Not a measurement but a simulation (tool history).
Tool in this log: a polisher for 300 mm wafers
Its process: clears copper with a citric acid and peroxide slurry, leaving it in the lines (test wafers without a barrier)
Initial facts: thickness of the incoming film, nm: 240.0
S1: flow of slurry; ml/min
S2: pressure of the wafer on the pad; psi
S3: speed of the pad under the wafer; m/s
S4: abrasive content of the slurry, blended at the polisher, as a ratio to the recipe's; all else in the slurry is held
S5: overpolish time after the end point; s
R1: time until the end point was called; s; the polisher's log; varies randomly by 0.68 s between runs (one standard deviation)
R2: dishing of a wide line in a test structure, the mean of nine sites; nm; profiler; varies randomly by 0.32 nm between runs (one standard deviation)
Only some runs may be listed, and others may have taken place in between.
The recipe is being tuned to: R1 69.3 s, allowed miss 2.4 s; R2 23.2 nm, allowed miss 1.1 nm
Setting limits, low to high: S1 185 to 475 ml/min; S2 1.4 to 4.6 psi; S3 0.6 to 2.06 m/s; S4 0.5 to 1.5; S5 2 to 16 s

{"run": 1, "hour": 0.0, "S1": 305, "S2": 3, "S3": 1.32, "S4": 1, "S5": 8, "R1": 57.805, "R2": 22.76}
{"run": 2, "hour": 5.4, "S1": 305, "S2": 3, "S3": 1.32, "S4": 1.1, "S5": 8, "R1": 56.041, "R2": 23.649}
{"run": 3, "hour": 7.2, "S1": 305, "S2": 2.9, "S3": 1.32, "S4": 1.1, "S5": 8, "R1": 59.271, "R2": 22.467}
{"run": 4, "hour": 11.6, "S1": 305, "S2": 2.8, "S3": 1.32, "S4": 1.1, "S5": 8, "R1": 61.175, "R2": 22.155}
{"run": 5, "hour": 19.5, "S1": 305, "S2": 2.7, "S3": 1.32, "S4": 1.1, "S5": 8, "R1": 61.729, "R2": 21.336}
{"run": 6, "hour": 21.6, "S1": 305, "S2": 2.7, "S3": 1.5, "S4": 1.1, "S5": 8, "R1": 56.327, "R2": 23.706}
{"run": 7, "hour": 26.0, "S1": 305, "S2": 2.6, "S3": 1.5, "S4": 1.1, "S5": 8, "R1": 57.706, "R2": 22.943}
{"run": 8, "hour": 28.5, "S1": 305, "S2": 2.5, "S3": 1.5, "S4": 1.1, "S5": 8, "R1": 58.808, "R2": 22.03}
{"run": 9, "hour": 35.1, "S1": 305, "S2": 2.4, "S3": 1.5, "S4": 1.1, "S5": 8, "R1": 61.523, "R2": 21.182}
{"run": 10, "hour": 40.0, "S1": 305, "S2": 2.3, "S3": 1.5, "S4": 1.1, "S5": 8, "R1": 64.834, "R2": 20.26}
{"run": 11, "hour": 40.7, "S1": 305, "S2": 2.3, "S3": 1.5, "S4": 1.1, "S5": 8, "R1": 64.768, "R2": 20.16}

Exercise: of the 4 proposed moves below, exactly one satisfies all targets within the stated allowed misses. Which move is it?
{"run": "A", "hour": 41.4, "S1": 270, "S2": 2.2, "S3": 1.3, "S4": 1.1, "S5": 11, "R1": "?", "R2": "?"}
{"run": "B", "hour": 41.4, "S1": 285, "S2": 1.8, "S3": 1.84, "S4": 1, "S5": 9, "R1": "?", "R2": "?"}
{"run": "C", "hour": 41.4, "S1": 340, "S2": 2.2, "S3": 1.28, "S4": 1.15, "S5": 11, "R1": "?", "R2": "?"}
{"run": "D", "hour": 41.4, "S1": 320, "S2": 2.7, "S3": 1.12, "S4": 1.35, "S5": 10, "R1": "?", "R2": "?"}

move=A R1=77.592 R2=23.223
move=B R1=68.465 R2=21.574
move=C R1=76.531 R2=23.511
move=D R1=69.094 R2=23.776
A: meets the target for the result that was furthest off, but another lies outside its allowed miss
B: an improvement on the last run, though not all results are within tolerance
C: meets the target for the result that was furthest off, but another lies outside its allowed miss
D: every result lands within tolerance
The right move is D.
